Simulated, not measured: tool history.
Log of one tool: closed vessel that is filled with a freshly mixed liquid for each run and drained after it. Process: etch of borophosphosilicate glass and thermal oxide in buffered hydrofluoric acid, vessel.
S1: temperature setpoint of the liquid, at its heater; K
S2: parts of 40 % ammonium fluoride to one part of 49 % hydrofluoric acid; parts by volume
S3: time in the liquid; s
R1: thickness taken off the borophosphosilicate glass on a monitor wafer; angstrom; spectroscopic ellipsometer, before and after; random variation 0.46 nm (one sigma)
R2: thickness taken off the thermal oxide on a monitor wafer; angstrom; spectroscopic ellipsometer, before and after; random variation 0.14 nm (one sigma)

| run | hour | S1 | S2 | S3 | R1 | R2 |
|---|---|---|---|---|---|---|
| 1 | 0 | 294.15 | 11.5 | 60 | 1343.8 | 520.98 |
| 2 | 7.8 | 293.65 | 12 | 60 | 1267.5 | 486.09 |
| 3 | 14.7 | 295.65 | 12 | 60 | 1415.1 | 539.5 |
| 4 | 19.9 | 294.65 | 12.5 | 60 | 1277.3 | 497.95 |
| 5 | 22 | 293.65 | 13 | 60 | 1171.1 | 448.77 |
| 6 | 30.9 | 293.15 | 13.5 | 60 | 1110.8 | 420.99 |
| 7 | 34.7 | 292.65 | 14 | 60 | 1030.4 | 393.31 |
| 8 | 38.9 | 292.15 | 14 | 60 | 995.79 | 380.93 |
| 9 | 41.7 | 291.65 | 14 | 60 | 975.78 | 373.01 |

Run 10 is up next; what results do you expect?
| 10 | 48.4 | 291.15 | 14 | 60 | ? | ? |

{"run 10": {"R1": 946.8, "R2": 361.04}}
